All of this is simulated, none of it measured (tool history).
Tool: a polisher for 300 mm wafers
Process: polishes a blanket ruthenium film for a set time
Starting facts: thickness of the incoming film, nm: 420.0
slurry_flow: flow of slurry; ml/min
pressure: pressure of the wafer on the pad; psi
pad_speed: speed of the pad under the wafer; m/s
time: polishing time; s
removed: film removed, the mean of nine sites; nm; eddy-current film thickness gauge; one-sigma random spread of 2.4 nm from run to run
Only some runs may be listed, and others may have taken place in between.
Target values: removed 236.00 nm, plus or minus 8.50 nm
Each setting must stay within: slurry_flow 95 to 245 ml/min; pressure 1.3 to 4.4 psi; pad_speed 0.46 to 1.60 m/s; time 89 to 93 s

run	day	slurry_flow	pressure	pad_speed	time	removed
1	0.000	155	2.8	1.02	89	154.15
2	0.208	160	3.0	1.02	89	168.30
3	0.446	160	3.0	1.02	89	168.15
4	0.817	160	3.0	1.16	89	188.96
5	1.133	185	3.0	1.16	89	191.54
6	1.483	185	3.1	1.16	89	202.98
7	1.550	185	3.2	1.16	89	204.46
8	1.912	185	3.3	1.16	89	211.12
9	2.054	185	3.4	1.16	89	221.04
10	2.192	185	3.5	1.16	89	220.03

Below are 5 possible settings for the next run. Only one of them brings all results inside the allowed miss of their targets. Which is it?
A	2.329	220	3.8	1.16	91	?
B	2.329	205	4.0	1.06	89	?
C	2.329	145	3.2	1.44	91	?
D	2.329	215	3.4	1.28	93	?
E	2.329	170	3.5	1.38	89	?

move	removed
A	259.99
B	242.68
C	254.09
D	261.60
E	267.78
A: takes the result that was furthest off past its target
B: every result lands within tolerance
C: takes the result that was furthest off past its target
D: takes the result that was furthest off past its target
E: takes the result that was furthest off past its target
B meets every target.

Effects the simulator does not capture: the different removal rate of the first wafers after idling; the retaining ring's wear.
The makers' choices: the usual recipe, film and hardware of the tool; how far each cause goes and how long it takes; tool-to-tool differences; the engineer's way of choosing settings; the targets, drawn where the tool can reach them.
